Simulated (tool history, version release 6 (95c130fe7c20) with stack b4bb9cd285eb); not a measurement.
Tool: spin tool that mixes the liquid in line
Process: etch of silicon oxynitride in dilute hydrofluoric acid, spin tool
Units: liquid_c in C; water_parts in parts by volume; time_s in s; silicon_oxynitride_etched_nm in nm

{"run": 1, "day": 0.0, "liquid_c": 23, "water_parts": 80, "time_s": 290, "silicon_oxynitride_etched_nm": 16.173}
{"run": 2, "day": 0.108, "liquid_c": 23, "water_parts": 80, "time_s": 290, "silicon_oxynitride_etched_nm": 16.246}
{"run": 3, "day": 0.275, "liquid_c": 25.5, "water_parts": 65, "time_s": 290, "silicon_oxynitride_etched_nm": 22.659}
{"run": 4, "day": 0.379, "liquid_c": 25.5, "water_parts": 85, "time_s": 290, "silicon_oxynitride_etched_nm": 17.001}
{"run": 5, "day": 0.533, "liquid_c": 25.5, "water_parts": 85, "time_s": 290, "silicon_oxynitride_etched_nm": 17.186}
{"run": 6, "day": 0.642, "liquid_c": 25.5, "water_parts": 85, "time_s": 290, "silicon_oxynitride_etched_nm": 17.264}
{"run": 7, "day": 0.683, "liquid_c": 27.5, "water_parts": 65, "time_s": 290, "silicon_oxynitride_etched_nm": 25.17}
{"run": 8, "day": 0.912, "liquid_c": 28.5, "water_parts": 55, "time_s": 290, "silicon_oxynitride_etched_nm": 31.474}
{"run": 9, "day": 1.071, "liquid_c": 29.5, "water_parts": 50, "time_s": 290, "silicon_oxynitride_etched_nm": 36.322}
{"run": 10, "day": 1.108, "liquid_c": 30, "water_parts": 45, "time_s": 290, "silicon_oxynitride_etched_nm": 41.529}
{"run": 11, "day": 1.354, "liquid_c": 30.5, "water_parts": 45, "time_s": 290, "silicon_oxynitride_etched_nm": 42.65}

The next listed run, before its measurement:
{"run": 12, "day": 1.458, "liquid_c": 31, "water_parts": 45, "time_s": 290, "silicon_oxynitride_etched_nm": "?"}

{"run 12": {"silicon_oxynitride_etched_nm": 43.627}}
